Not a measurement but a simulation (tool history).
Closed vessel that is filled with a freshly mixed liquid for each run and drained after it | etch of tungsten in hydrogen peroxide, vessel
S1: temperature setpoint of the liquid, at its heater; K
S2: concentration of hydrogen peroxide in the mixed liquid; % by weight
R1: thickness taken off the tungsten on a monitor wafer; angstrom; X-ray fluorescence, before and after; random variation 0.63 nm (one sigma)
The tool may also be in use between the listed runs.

run 1 hour=0 | S1=316.15 S2=15 time_in_the_liquid_(s)=105 | R1=1073.3
run 2 hour=1.7 | S1=317.65 S2=15 time_in_the_liquid_(s)=105 | R1=1180.9
run 3 hour=9.6 | S1=317.65 S2=13 time_in_the_liquid_(s)=105 | R1=1096.3
run 4 hour=14.2 | S1=317.65 S2=15 time_in_the_liquid_(s)=105 | R1=1183.6
run 5 hour=20.1 | S1=317.65 S2=14 time_in_the_liquid_(s)=105 | R1=1140.1
run 6 hour=29 | S1=317.65 S2=12 time_in_the_liquid_(s)=105 | R1=1060.3
run 7 hour=34.4 | S1=319.15 S2=12 time_in_the_liquid_(s)=105 | R1=1167.5
run 8 hour=42.3 | S1=320.65 S2=12 time_in_the_liquid_(s)=105 | R1=1271.7
run 9 hour=50.7 | S1=321.65 S2=12 time_in_the_liquid_(s)=105 | R1=1358.1

Forecast run 10:
run 10 hour=56.3 | S1=322.65 S2=12 time_in_the_liquid_(s)=105 | R1=?

Run 10 gave R1 1446.7 angstrom.

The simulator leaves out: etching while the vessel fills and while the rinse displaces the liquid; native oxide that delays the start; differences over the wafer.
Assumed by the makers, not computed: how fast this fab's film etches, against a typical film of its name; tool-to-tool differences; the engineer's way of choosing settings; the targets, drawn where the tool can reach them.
